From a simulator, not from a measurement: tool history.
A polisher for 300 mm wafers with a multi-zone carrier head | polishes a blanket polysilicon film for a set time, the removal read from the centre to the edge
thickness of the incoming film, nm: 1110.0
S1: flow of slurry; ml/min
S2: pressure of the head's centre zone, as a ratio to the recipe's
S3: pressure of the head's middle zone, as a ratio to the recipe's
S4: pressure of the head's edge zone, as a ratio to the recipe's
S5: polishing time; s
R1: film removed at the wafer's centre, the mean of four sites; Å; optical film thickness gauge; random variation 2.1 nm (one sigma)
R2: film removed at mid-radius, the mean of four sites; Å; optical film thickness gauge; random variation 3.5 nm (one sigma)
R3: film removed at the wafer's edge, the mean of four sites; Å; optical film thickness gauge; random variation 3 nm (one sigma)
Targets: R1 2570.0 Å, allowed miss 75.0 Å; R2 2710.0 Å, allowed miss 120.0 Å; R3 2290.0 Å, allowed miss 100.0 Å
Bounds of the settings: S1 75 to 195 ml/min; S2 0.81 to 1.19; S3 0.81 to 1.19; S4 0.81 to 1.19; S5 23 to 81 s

run	hour	S1	S2	S3	S4	S5	R1	R2	R3
1	0.0	125	1.00	1.00	1.00	52	3878.2	4141.8	4114.9
2	6.3	130	1.02	1.02	0.94	44	3341.9	3498.5	3418.6
3	10.7	130	1.02	1.02	0.94	50	3786.7	3925.9	3902.9
4	15.4	145	1.02	1.02	0.94	50	3916.2	4024.9	3897.6
5	24.1	145	1.02	1.02	1.01	50	3974.4	4084.8	4075.1
6	25.4	145	1.09	1.02	1.01	50	4231.0	4121.4	4083.3
7	34.2	135	1.08	1.11	0.91	36	2937.8	3151.3	2733.1
8	38.9	125	1.09	1.11	0.88	35	2829.0	3004.6	2593.3
9	42.1	115	1.10	1.11	0.86	35	2783.8	2880.5	2542.7
10	50.0	100	1.12	1.17	0.81	31	2386.7	2688.6	2169.1
# hour 51.4: edge zone pressure recalibrated
11	51.4	105	1.12	1.16	0.82	31	2455.7	2690.1	2058.6
12	54.6	110	1.11	1.14	0.84	31	2464.1	2642.0	2070.2
13	59.3	110	1.10	1.13	0.88	31	2393.3	2560.7	2156.2
14	66.7	115	1.10	1.13	0.88	31	2468.5	2624.1	2190.5
15	70.7	120	1.10	1.13	0.88	31	2498.9	2723.2	2132.2

Which of these 5 next moves meets every target?
A	74.7	115	1.07	1.19	0.83	30	?	?	?
B	74.7	95	0.97	1.17	0.97	36	?	?	?
C	74.7	100	1.08	1.10	0.87	34	?	?	?
D	74.7	110	1.14	1.14	0.91	29	?	?	?
E	74.7	115	1.12	1.07	0.85	33	?	?	?

move	R1	R2	R3
A	2327.3	2664.9	2026.3
B	2385.3	2995.0	2522.6
C	2551.7	2720.8	2289.9
D	2366.9	2453.7	2027.6
E	2678.2	2674.7	2256.2
A: further off than the last run
B: takes the result that was furthest off past its target
C: meets every target
D: further off than the last run
E: brings the result that was furthest off to its target, and leaves another outside
The right move is C.

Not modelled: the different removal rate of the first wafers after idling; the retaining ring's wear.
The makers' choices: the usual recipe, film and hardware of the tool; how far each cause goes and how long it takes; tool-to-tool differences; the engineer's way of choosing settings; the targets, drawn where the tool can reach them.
